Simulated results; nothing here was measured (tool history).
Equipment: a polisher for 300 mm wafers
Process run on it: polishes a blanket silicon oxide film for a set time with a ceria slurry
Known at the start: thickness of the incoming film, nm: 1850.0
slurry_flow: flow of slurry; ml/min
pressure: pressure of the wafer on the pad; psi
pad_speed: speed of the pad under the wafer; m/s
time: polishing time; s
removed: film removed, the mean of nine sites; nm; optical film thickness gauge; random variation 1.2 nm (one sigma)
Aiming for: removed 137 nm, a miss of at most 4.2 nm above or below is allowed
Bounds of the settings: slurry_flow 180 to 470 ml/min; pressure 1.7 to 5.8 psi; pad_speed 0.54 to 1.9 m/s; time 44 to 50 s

| run | hour | slurry_flow | pressure | pad_speed | time | removed |
|---|---|---|---|---|---|---|
| 1 | 0 | 300 | 3.7 | 1.22 | 50 | 377.18 |
| 2 | 4.9 | 300 | 3.5 | 1.16 | 50 | 341.54 |
| 3 | 7.5 | 300 | 3.5 | 1.28 | 50 | 371.07 |
| 4 | 14.9 | 300 | 3.5 | 1.28 | 44 | 330.13 |
| 5 | 15.7 | 300 | 3.5 | 1.5 | 44 | 387.66 |
| 6 | 21.1 | 300 | 3.5 | 1.34 | 44 | 343.7 |
| 7 | 24.1 | 300 | 3.3 | 1.26 | 44 | 303.72 |
| 8 | 33.1 | 300 | 3.1 | 1.22 | 44 | 278.53 |
| 9 | 38.2 | 300 | 2.9 | 1.18 | 44 | 256.56 |
| 10 | 40.8 | 300 | 2.8 | 1.14 | 44 | 237.27 |
| 11 | 46.6 | 300 | 2.7 | 1.12 | 44 | 226.23 |
| 12 | 52.2 | 290 | 1.7 | 0.8 | 44 | 104.39 |
| 13 | 55.2 | 300 | 1.8 | 0.8 | 44 | 109.42 |

Exercise: of the 4 proposed moves below, exactly one satisfies all targets within the stated allowed misses. Which move is it?
| A | 58.2 | 310 | 1.7 | 0.62 | 44 | ? |
| B | 58.2 | 245 | 1.7 | 0.7 | 44 | ? |
| C | 58.2 | 315 | 1.7 | 0.96 | 48 | ? |
| D | 58.2 | 305 | 1.7 | 0.76 | 44 | ? |

| move | removed |
|---|---|
| A | 83.316 |
| B | 91.102 |
| C | 138.08 |
| D | 100.89 |
A: misses by more than the last run did
B: misses by more than the last run did
C: all results land within tolerance of their targets
D: misses by more than the last run did
Go with C: it meets all targets.
